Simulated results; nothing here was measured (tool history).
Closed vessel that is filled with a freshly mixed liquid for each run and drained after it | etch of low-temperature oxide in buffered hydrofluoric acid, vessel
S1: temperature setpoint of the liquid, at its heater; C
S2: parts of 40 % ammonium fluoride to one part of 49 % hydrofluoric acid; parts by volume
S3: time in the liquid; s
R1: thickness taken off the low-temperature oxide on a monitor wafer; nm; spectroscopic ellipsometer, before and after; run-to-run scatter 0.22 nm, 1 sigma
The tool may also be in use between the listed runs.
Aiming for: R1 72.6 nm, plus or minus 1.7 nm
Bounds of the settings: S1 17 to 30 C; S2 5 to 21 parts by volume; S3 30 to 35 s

run,day,S1,S2,S3,R1
1,0,22,13,35,125.45
2,0.258,21,14,35,109.96
3,0.558,20,14.5,35,100.52
4,0.75,19.5,15,35,94.741
5,0.904,19.5,13,35,109.08
6,1.279,19.5,13,35,108.9
7,1.35,19,14,35,98.606
8,1.438,18.5,14.5,35,92.759
9,1.567,18,15,35,87.26

Consider the 5 candidate settings below. Which is the only one whose results all fall within their allowed miss of target?
A,1.696,17,14,30,?
B,1.696,18,16.5,30,?
C,1.696,22.5,19,30,?
D,1.696,17.5,16.5,35,?
E,1.696,17.5,17.5,35,?

move,R1
A,74.985
B,67.527
C,75.601
D,76.571
E,72.251
A: moves toward the targets from the last run without getting all of them in spec
B: carries the result that was furthest off beyond its target, to the other side
C: moves toward the targets from the last run without getting all of them in spec
D: moves toward the targets from the last run without getting all of them in spec
E: every result within its allowed miss
The move that meets every target is E.

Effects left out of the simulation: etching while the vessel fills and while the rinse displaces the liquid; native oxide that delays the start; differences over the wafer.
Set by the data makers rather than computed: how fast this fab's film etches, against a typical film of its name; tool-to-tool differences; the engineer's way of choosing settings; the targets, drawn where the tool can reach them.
